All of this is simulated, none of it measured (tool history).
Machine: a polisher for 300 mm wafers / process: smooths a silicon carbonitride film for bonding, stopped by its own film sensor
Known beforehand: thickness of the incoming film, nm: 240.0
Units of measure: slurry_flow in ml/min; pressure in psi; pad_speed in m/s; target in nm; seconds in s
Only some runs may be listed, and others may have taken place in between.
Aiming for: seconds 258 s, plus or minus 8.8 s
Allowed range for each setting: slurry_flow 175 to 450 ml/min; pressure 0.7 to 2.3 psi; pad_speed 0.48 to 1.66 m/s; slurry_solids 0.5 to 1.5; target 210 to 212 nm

Run 1, hour 0: slurry_flow 290 ml/min, pressure 1.5 psi, pad_speed 1.06 m/s, slurry_solids 1, target 212 nm. Result: seconds 150.73 s.
Run 2, hour 6: slurry_flow 290 ml/min, pressure 1.7 psi, pad_speed 1.06 m/s, slurry_solids 1, target 212 nm. Result: seconds 135.38 s.
Run 3, hour 14.8: slurry_flow 255 ml/min, pressure 1.7 psi, pad_speed 1.06 m/s, slurry_solids 1, target 212 nm. Result: seconds 137.93 s.
Run 4, hour 23.5: slurry_flow 255 ml/min, pressure 1.7 psi, pad_speed 0.88 m/s, slurry_solids 1, target 212 nm. Result: seconds 161.48 s.
At hour 24.3: worn pad replaced by a new one.
Run 5, hour 24.3: slurry_flow 255 ml/min, pressure 1.7 psi, pad_speed 0.88 m/s, slurry_solids 1, target 210 nm. Result: seconds 162.43 s.
Run 6, hour 32.6: slurry_flow 255 ml/min, pressure 1.6 psi, pad_speed 0.88 m/s, slurry_solids 1, target 210 nm. Result: seconds 172.07 s.
Run 7, hour 41.1: slurry_flow 255 ml/min, pressure 1.5 psi, pad_speed 0.88 m/s, slurry_solids 1, target 210 nm. Result: seconds 182.43 s.
Run 8, hour 42.4: slurry_flow 255 ml/min, pressure 1.4 psi, pad_speed 0.88 m/s, slurry_solids 1, target 210 nm. Result: seconds 195.79 s.
Run 9, hour 47.1: slurry_flow 255 ml/min, pressure 1.3 psi, pad_speed 0.88 m/s, slurry_solids 1, target 210 nm. Result: seconds 205.1 s.
Run 10, hour 52.3: slurry_flow 255 ml/min, pressure 0.9 psi, pad_speed 0.86 m/s, slurry_solids 1, target 210 nm. Result: seconds 274.24 s.

4 candidate next runs follow, results not yet known. Just one meets every target within its allowed miss. Identify it.
Run A, hour 57.5: slurry_flow 185 ml/min, pressure 1 psi, pad_speed 0.98 m/s, slurry_solids 1, target 210 nm. Result: seconds ?.
Run B, hour 57.5: slurry_flow 270 ml/min, pressure 1 psi, pad_speed 0.86 m/s, slurry_solids 0.95, target 212 nm. Result: seconds ?.
Run C, hour 57.5: slurry_flow 175 ml/min, pressure 0.9 psi, pad_speed 1.02 m/s, slurry_solids 0.8, target 212 nm. Result: seconds ?.
Run D, hour 57.5: slurry_flow 305 ml/min, pressure 1.1 psi, pad_speed 0.76 m/s, slurry_solids 0.85, target 210 nm. Result: seconds ?.

move  seconds
   A   237.88
   B   238.48
   C   256.08
   D   270.74
A: moves the result that the last run missed by most past its target, out the other side
B: moves the result that the last run missed by most past its target, out the other side
C: hits every target within its allowed miss
D: gains on the last run, yet a result remains outside its allowed miss
C is the move that brings every result within its allowed miss.

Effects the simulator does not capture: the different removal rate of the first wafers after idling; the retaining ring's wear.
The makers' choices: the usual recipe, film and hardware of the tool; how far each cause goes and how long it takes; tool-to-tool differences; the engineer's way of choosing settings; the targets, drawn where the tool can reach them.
